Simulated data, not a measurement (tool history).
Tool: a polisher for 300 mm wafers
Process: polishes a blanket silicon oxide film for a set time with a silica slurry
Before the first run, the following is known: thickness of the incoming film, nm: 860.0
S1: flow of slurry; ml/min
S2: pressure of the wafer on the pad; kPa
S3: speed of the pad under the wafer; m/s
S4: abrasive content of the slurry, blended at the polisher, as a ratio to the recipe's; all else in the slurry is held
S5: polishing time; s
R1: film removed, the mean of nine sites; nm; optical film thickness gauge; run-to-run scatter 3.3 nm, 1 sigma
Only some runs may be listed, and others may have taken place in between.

run,hour,S1,S2,S3,S4,S5,R1
1,0.0,320,26.2,1.52,1.0,107,396.23
2,1.3,320,25.5,1.52,1.0,107,393.91
3,4.3,320,25.5,1.52,1.2,107,434.86
4,10.7,320,25.5,1.52,1.2,112,455.01
5,16.3,320,24.1,1.52,1.2,112,428.74
6,19.5,320,22.8,1.52,1.2,112,397.59
7,22.4,320,22.1,1.52,1.2,112,395.16
8,28.5,320,21.4,1.52,1.2,112,383.36
9,33.9,320,21.4,1.52,1.2,112,382.48
10,42.3,320,20.7,1.52,1.2,112,366.11
11,50.8,320,20.0,1.52,1.2,112,366.22

What does the tool deliver on the next run?
12,56.6,320,19.3,1.52,1.2,112,?

{"run 12": {"R1": 345.97}}

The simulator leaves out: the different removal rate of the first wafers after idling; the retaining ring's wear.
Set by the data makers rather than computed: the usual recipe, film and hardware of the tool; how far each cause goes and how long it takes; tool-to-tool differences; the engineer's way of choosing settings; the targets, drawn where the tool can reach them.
